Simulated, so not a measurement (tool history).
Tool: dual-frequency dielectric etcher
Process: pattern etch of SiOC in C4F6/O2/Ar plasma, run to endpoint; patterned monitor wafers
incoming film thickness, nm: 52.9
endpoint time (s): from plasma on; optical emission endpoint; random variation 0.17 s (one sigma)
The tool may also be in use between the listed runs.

run,day,bias power (kW),source power (kW),endpoint time (s)
1,0.000,0.468,0.470,16.128
2,0.329,0.432,0.450,17.114
3,0.696,0.432,0.410,17.922
4,0.804,0.416,0.410,17.996
5,1.058,0.416,0.380,18.399
6,1.125,0.492,0.380,17.488

The next listed run, before its measurement:
7,1.254,0.470,0.370,?

Run 7 gave endpoint time (s) 18.199.
